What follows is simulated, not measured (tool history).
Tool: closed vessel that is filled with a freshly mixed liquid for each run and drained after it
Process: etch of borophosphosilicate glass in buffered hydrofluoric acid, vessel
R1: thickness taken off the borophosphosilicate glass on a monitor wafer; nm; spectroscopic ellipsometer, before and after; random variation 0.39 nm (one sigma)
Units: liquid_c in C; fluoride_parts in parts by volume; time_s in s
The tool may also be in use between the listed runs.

Run 1, hour 0: liquid_c 21 C, fluoride_parts 19 parts by volume, time_s 90 s. Result: R1 54.072 nm.
Run 2, hour 2.9: liquid_c 21 C, fluoride_parts 13.5 parts by volume, time_s 90 s. Result: R1 75.06 nm.
Run 3, hour 7: liquid_c 21 C, fluoride_parts 9.5 parts by volume, time_s 90 s. Result: R1 104.34 nm.
Run 4, hour 12.8: liquid_c 21 C, fluoride_parts 9.5 parts by volume, time_s 95 s. Result: R1 110.1 nm.
Run 5, hour 14.9: liquid_c 19 C, fluoride_parts 9.5 parts by volume, time_s 95 s. Result: R1 97.971 nm.
Run 6, hour 16.4: liquid_c 18.5 C, fluoride_parts 11.5 parts by volume, time_s 95 s. Result: R1 80.102 nm.

The next listed run, before its measurement:
At hour 22.3: thermometer replaced.
Run 7, hour 22.3: liquid_c 18 C, fluoride_parts 12.5 parts by volume, time_s 95 s. Result: R1 ?.

Run 7 gave R1 67.046 nm.
